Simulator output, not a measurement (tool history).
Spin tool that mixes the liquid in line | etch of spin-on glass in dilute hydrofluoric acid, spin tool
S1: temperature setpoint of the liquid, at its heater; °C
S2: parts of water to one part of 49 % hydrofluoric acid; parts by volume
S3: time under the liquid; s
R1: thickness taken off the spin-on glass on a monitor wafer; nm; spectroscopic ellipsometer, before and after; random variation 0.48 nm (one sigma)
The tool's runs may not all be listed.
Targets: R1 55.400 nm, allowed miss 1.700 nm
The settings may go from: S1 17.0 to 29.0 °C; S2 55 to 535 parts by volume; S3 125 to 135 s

run 1 hour=0.0 | S1=21.0 S2=295 S3=125 | R1=19.645
run 2 hour=8.6 | S1=21.0 S2=295 S3=135 | R1=21.012
run 3 hour=16.8 | S1=21.0 S2=215 S3=135 | R1=30.916
run 4 hour=21.5 | S1=22.0 S2=205 S3=135 | R1=34.241
run 5 hour=23.0 | S1=22.0 S2=105 S3=135 | R1=74.273
run 6 hour=25.6 | S1=22.0 S2=105 S3=125 | R1=67.487
run 7 hour=26.3 | S1=21.5 S2=105 S3=125 | R1=66.667
run 8 hour=33.3 | S1=21.0 S2=105 S3=125 | R1=65.412
-- hour=41.4 thermometer replaced
run 9 hour=41.4 | S1=20.5 S2=105 S3=125 | R1=70.153
run 10 hour=48.7 | S1=21.5 S2=105 S3=125 | R1=73.696
run 11 hour=51.2 | S1=21.0 S2=110 S3=125 | R1=69.630
run 12 hour=54.2 | S1=22.0 S2=110 S3=125 | R1=70.492
run 13 hour=54.9 | S1=18.0 S2=150 S3=125 | R1=43.323
run 14 hour=60.9 | S1=22.0 S2=150 S3=125 | R1=50.675
run 15 hour=65.6 | S1=22.5 S2=150 S3=125 | R1=50.913
run 16 hour=74.5 | S1=23.0 S2=150 S3=125 | R1=52.636

Which of these 5 next moves meets every target?
run A hour=83.4 | S1=20.5 S2=160 S3=135 | R1=?
run B hour=83.4 | S1=23.0 S2=155 S3=125 | R1=?
run C hour=83.4 | S1=23.0 S2=165 S3=135 | R1=?
run D hour=83.4 | S1=23.5 S2=145 S3=125 | R1=?
run E hour=83.4 | S1=24.5 S2=170 S3=135 | R1=?

move=A R1=47.041
move=B R1=49.823
move=C R1=49.993
move=D R1=54.908
move=E R1=51.074
A: further off than the last run
B: further off than the last run
C: further off than the last run
D: meets every target
E: further off than the last run
Move D is the one to make.

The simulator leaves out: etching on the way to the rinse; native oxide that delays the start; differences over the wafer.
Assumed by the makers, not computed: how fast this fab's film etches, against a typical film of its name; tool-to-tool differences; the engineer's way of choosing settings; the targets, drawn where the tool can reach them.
